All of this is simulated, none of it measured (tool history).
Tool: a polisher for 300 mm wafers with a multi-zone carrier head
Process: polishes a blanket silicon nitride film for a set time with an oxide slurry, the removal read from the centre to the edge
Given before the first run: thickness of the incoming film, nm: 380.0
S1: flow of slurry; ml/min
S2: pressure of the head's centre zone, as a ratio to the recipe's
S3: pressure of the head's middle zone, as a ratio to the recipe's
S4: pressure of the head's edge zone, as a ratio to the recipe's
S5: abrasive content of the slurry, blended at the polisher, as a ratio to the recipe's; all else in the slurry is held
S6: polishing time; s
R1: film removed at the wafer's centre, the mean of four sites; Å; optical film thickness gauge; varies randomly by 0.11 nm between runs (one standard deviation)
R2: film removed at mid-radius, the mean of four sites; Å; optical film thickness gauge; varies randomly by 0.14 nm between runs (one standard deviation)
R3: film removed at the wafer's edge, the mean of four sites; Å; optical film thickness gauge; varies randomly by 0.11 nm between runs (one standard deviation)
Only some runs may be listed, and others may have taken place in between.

run	hour	S1	S2	S3	S4	S5	S6	R1	R2	R3
1	0	190	1	1	1	1	39	174.04	176.76	168.46
2	5	190	1	1	1	1.2	39	191.27	191.27	186.33
3	7.5	185	0.99	0.98	0.97	1.15	39	189.99	183.86	177.23
4	14.7	180	0.96	0.96	0.96	1.1	39	175.38	178.73	172.3
5	21.2	180	1	0.96	0.96	1.1	39	185.75	180.02	174.01
# hour 26: edge zone pressure recalibrated
6	26	180	0.99	0.93	0.94	1.05	39	178.96	172.22	174.11
7	33.3	155	1.03	0.98	0.88	0.8	38	149.99	143.82	135.86

Forecast run 8:
8	39.7	155	1.02	0.97	0.89	0.8	38	?	?	?

{"run 8": {"R1": 145.47, "R2": 141.87, "R3": 136.61}}

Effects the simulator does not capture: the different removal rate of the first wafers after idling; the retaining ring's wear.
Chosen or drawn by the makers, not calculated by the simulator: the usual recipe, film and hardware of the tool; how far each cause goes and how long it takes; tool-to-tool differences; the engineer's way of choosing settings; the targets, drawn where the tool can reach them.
